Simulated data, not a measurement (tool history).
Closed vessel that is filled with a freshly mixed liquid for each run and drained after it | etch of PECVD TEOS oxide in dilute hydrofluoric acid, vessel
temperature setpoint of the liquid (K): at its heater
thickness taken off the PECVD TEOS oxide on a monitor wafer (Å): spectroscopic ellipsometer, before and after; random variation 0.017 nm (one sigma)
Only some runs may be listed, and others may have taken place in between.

| run | hour | temperature setpoint of the liquid (K) | parts of water to one part of 49 % hydrofluoric acid (parts by volume) | time in the liquid (s) | thickness taken off the PECVD TEOS oxide on a monitor wafer (Å) |
|---|---|---|---|---|---|
| 1 | 0 | 296.15 | 215 | 165 | 89.362 |
| 2 | 8.8 | 298.15 | 215 | 165 | 96.58 |
| 3 | 16.7 | 294.65 | 215 | 165 | 84.319 |
| 4 | 25.3 | 294.15 | 220 | 165 | 80.212 |
| 5 | 29.3 | 294.15 | 220 | 130 | 63.745 |
| 6 | 36.3 | 294.15 | 220 | 165 | 81.029 |
|  | 37.2 | hydrofluoric acid flow meter replaced |
| 7 | 37.2 | 293.65 | 225 | 165 | 72.027 |

Run 8 comes next. What will it give?
| 8 | 43.5 | 293.15 | 225 | 165 | ? |

thickness taken off the PECVD TEOS oxide on a monitor wafer (Å): 70.956

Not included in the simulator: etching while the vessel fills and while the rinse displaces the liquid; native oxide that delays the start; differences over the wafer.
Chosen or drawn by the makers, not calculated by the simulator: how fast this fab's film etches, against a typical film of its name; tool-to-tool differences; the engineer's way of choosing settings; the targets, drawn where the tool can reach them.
